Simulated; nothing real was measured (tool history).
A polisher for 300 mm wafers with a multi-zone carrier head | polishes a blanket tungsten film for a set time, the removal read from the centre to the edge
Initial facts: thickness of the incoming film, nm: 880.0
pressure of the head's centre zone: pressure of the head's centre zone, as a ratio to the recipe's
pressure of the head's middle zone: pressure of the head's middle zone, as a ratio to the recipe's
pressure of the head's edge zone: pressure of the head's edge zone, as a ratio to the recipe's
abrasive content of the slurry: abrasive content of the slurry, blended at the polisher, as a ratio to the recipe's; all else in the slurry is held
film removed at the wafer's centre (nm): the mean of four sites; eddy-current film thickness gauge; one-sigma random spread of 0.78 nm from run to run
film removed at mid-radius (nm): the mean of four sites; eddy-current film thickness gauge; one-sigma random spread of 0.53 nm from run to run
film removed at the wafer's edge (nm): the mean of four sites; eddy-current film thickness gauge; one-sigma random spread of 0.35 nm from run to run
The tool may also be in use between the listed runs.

run  hour  flow of slurry (ml/min)  pressure of the head's centre zone  pressure of the head's middle zone  pressure of the head's edge zone  abrasive content of the slurry  polishing time (s)  film removed at the wafer's centre (nm)  film removed at mid-radius (nm)  film removed at the wafer's edge (nm)
  1     0                      230                                   1                                   1                                 1                               1                  38                                   85.359                           88.466                                 88.194
  2   4.5                      230                                   1                                   1                              1.03                               1                  38                                   87.255                           88.039                                 91.073
  3   6.7                      230                                1.03                                   1                              1.03                               1                  38                                   89.964                           87.816                                 89.731
  4  10.6                      225                                1.02                                1.01                              0.99                             0.9                  36                                   82.824                           81.154                                 81.502
  5    13                      225                                   1                                1.03                              0.96                            0.85                  34                                    74.33                           77.078                                 75.463
  6  21.4                      225                                   1                                1.05                              0.94                             0.8                  32                                   68.338                           71.499                                 68.837
  7    22                      225                                   1                                1.07                              0.92                            0.75                  31                                   66.527                           70.553                                 65.893
  8  24.6                      225                                   1                                1.08                               0.9                             0.7                  30                                    65.03                           68.097                                 63.062
  9  28.8                      220                                0.99                                1.09                              0.88                            0.65                  29                                   59.939                           65.954                                  59.38
 10  32.8                      215                                0.99                                1.09                              0.87                             0.6                  29                                   59.721                            64.75                                 57.666

What will run 11 give?
 11  35.8                      205                                0.98                                1.09                              0.86                             0.6                  29                                        ?                                ?                                      ?

{"run 11": {"film removed at the wafer's centre (nm)": 57.83, "film removed at mid-radius (nm)": 63.829, "film removed at the wafer's edge (nm)": 57.825}}
